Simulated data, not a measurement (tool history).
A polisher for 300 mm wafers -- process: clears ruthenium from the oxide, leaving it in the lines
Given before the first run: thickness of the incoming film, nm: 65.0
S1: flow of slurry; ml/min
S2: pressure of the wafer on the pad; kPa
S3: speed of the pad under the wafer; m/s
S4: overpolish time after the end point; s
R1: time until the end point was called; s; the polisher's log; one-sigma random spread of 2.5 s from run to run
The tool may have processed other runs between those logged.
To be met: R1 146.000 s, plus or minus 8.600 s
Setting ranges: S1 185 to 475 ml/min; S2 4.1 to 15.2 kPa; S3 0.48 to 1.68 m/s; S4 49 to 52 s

| run | hour | S1 | S2 | S3 | S4 | R1 |
|---|---|---|---|---|---|---|
| 1 | 0.0 | 305 | 9.7 | 1.08 | 49 | 77.950 |
| 2 | 4.7 | 305 | 8.3 | 1.04 | 49 | 93.129 |
| 3 | 7.4 | 305 | 6.9 | 1.02 | 49 | 111.670 |
| 4 | 8.4 | 305 | 6.9 | 1.02 | 52 | 111.090 |
| 5 | 15.0 | 305 | 5.5 | 1.02 | 52 | 137.130 |
| 6 | 17.2 | 305 | 7.6 | 1.02 | 52 | 104.430 |
| 7 | 25.0 | 305 | 6.9 | 1.00 | 52 | 113.440 |
| 8 | 33.2 | 305 | 4.1 | 0.96 | 52 | 178.870 |
| 9 | 36.6 | 305 | 4.1 | 0.96 | 52 | 184.170 |
| 10 | 44.0 | 305 | 4.8 | 0.96 | 52 | 157.650 |
| 11 | 52.2 | 305 | 4.8 | 0.96 | 52 | 161.710 |

Exactly one of the 5 candidate moves below puts every result within its allowed miss. Which one?
| A | 60.4 | 260 | 5.5 | 0.74 | 52 | ? |
| B | 60.4 | 395 | 4.1 | 0.82 | 49 | ? |
| C | 60.4 | 325 | 4.8 | 0.76 | 52 | ? |
| D | 60.4 | 285 | 4.8 | 0.84 | 49 | ? |
| E | 60.4 | 310 | 5.5 | 0.96 | 52 | ? |

| move | R1 |
|---|---|
| A | 178.580 |
| B | 202.240 |
| C | 192.090 |
| D | 178.560 |
| E | 141.100 |
A: misses by more than the last run did
B: misses by more than the last run did
C: misses by more than the last run did
D: misses by more than the last run did
E: all results in spec
E is the move that brings every result within its allowed miss.
